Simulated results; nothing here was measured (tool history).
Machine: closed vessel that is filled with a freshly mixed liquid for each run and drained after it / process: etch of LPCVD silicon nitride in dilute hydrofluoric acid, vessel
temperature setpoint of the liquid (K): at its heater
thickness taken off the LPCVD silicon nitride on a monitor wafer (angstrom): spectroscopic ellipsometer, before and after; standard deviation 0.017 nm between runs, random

run,hour,temperature setpoint of the liquid (K),parts of water to one part of 49 % hydrofluoric acid (parts by volume),time in the liquid (s),thickness taken off the LPCVD silicon nitride on a monitor wafer (angstrom)
1,0.0,298.15,65,790,60.657
2,7.2,298.15,65,790,60.927
3,12.5,296.15,70,790,49.698
4,21.8,294.65,75,790,41.864
5,25.6,296.15,75,790,45.572
6,34.9,294.15,75,790,40.386

Expected results for the next run?
7,42.8,293.15,75,790,?

{"run 7": {"thickness taken off the LPCVD silicon nitride on a monitor wafer (angstrom)": 37.933}}

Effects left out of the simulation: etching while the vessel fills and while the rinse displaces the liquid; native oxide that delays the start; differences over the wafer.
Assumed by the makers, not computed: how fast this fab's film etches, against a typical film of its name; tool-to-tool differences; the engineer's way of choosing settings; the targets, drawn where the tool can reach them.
